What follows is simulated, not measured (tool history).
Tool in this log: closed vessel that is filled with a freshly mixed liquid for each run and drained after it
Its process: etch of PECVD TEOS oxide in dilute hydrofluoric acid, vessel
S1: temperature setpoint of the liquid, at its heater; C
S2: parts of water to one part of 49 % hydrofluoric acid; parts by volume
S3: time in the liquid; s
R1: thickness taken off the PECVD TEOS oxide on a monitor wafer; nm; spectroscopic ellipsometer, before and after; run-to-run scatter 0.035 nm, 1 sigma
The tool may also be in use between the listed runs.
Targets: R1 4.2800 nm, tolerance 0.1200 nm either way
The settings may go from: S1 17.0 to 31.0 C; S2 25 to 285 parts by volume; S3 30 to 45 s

run 1 hour=0.0 | S1=23.0 S2=155 S3=45 | R1=5.8916
run 2 hour=4.9 | S1=23.0 S2=180 S3=45 | R1=4.9388
run 3 hour=12.9 | S1=23.0 S2=180 S3=45 | R1=4.9643
run 4 hour=20.6 | S1=22.0 S2=180 S3=45 | R1=4.7050
run 5 hour=21.8 | S1=22.0 S2=155 S3=45 | R1=5.6916
run 6 hour=25.4 | S1=21.0 S2=160 S3=45 | R1=5.4005
run 7 hour=29.4 | S1=20.0 S2=165 S3=45 | R1=4.8941
run 8 hour=32.5 | S1=19.5 S2=165 S3=45 | R1=4.8204
run 9 hour=33.5 | S1=19.0 S2=165 S3=45 | R1=4.7137
run 10 hour=39.2 | S1=18.5 S2=165 S3=45 | R1=4.5624
run 11 hour=45.9 | S1=18.0 S2=165 S3=45 | R1=4.5671
run 12 hour=48.2 | S1=17.5 S2=165 S3=45 | R1=4.4529

4 next moves are on the table. One of them brings every result within its allowed miss. Which?
run A hour=50.5 | S1=17.5 S2=145 S3=35 | R1=?
run B hour=50.5 | S1=17.0 S2=160 S3=40 | R1=?
run C hour=50.5 | S1=17.5 S2=180 S3=45 | R1=?
run D hour=50.5 | S1=17.5 S2=120 S3=30 | R1=?

move=A R1=3.9596
move=B R1=3.9599
move=C R1=3.9646
move=D R1=4.2053
A: the result that was furthest off in the last run now lies on the other side of its target
B: the result that was furthest off in the last run now lies on the other side of its target
C: the result that was furthest off in the last run now lies on the other side of its target
D: meets every target
So the answer is move D, the one that meets all the targets.
